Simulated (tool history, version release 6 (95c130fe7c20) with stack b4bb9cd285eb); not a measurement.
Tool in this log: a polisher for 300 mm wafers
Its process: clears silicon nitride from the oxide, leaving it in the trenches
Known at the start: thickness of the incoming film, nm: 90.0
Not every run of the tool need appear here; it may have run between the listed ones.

run    day  flow of slurry (ml/min)  pressure of the wafer on the pad (psi)  speed of the pad under the wafer (cm/s)  overpolish time after the end point (s)  time until the end point was called (s)
  1  0.000                      215                                     2.9                                      114                                        5                                  109.770
  2  0.075                      215                                     2.9                                       92                                        5                                  135.270
  3  0.258                      255                                     2.9                                       92                                        5                                  132.170
  4  0.521                      225                                     2.9                                       92                                        5                                  131.240
  5  0.675                      225                                     3.3                                       92                                        5                                  115.430
  6  0.921                      225                                     3.3                                      110                                        5                                   98.054
  7  1.212                      225                                     2.9                                      106                                        5                                  113.500
  8  1.433                      225                                     2.6                                      100                                        5                                  137.850

Run 9 is up next; what results do you expect?
  9  1.600                      225                                     2.3                                       98                                        5                                        ?

Run 9 gave time until the end point was called (s) 155.390.
